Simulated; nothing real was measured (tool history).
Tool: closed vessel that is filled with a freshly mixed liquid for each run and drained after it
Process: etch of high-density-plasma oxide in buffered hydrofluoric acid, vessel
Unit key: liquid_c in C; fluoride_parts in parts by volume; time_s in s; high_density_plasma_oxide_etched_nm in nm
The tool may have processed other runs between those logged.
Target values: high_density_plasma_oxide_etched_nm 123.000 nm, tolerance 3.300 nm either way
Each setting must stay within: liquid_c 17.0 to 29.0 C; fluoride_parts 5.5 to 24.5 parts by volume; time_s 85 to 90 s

run	hour	liquid_c	fluoride_parts	time_s	high_density_plasma_oxide_etched_nm
1	0.0	21.0	15.0	85	64.466
2	7.1	21.0	15.0	90	67.960
3	10.8	22.5	15.0	90	74.010
4	17.9	23.5	14.5	90	80.428
5	27.1	23.5	17.5	90	66.857
6	30.2	24.0	17.0	90	70.583
7	31.5	24.5	16.5	90	74.377
8	34.7	28.5	11.5	90	132.440

Of the 4 settings listed for the next run, only one would bring every result within its allowed miss of target. Which one?
A	37.9	29.0	13.5	90	?
B	37.9	29.0	12.0	85	?
C	37.9	29.0	11.0	85	?
D	37.9	28.5	11.0	85	?

move	high_density_plasma_oxide_etched_nm
A	115.860
B	122.770
C	133.640
D	130.150
A: takes the result that was furthest off past its target
B: every result lands within tolerance
C: misses by more than the last run did
D: nearer than the last run, and not there yet
So the answer is move B, the one that meets all the targets.
